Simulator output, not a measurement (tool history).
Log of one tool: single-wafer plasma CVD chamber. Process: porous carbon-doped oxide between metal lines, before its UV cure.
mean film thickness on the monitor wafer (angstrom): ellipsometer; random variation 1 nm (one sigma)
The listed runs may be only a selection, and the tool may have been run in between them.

run,day,heater temperature setpoint (deg C),RF power (kW),deposition time (s),mean film thickness on the monitor wafer (angstrom)
1,0,310,0.655,34.2,2416
2,0.212,310,0.7,34.2,2531.4
3,0.304,310,0.7,32.7,2433.9
4,0.45,306,0.71,32.7,2489.1
5,0.808,311,0.71,32.7,2432.5
6,0.896,311,0.71,32.7,2435.6
7,0.946,307,0.72,32.7,2516.9
8,1.321,304,0.725,32.7,2549.1
9,1.508,304,0.725,32.7,2547.4

Run 10 comes next. What will it give?
# day 1.55: thermocouple changed; heater temperature recalibrated
10,1.55,302,0.73,32.7,?

{"run 10": {"mean film thickness on the monitor wafer (angstrom)": 2519.1}}
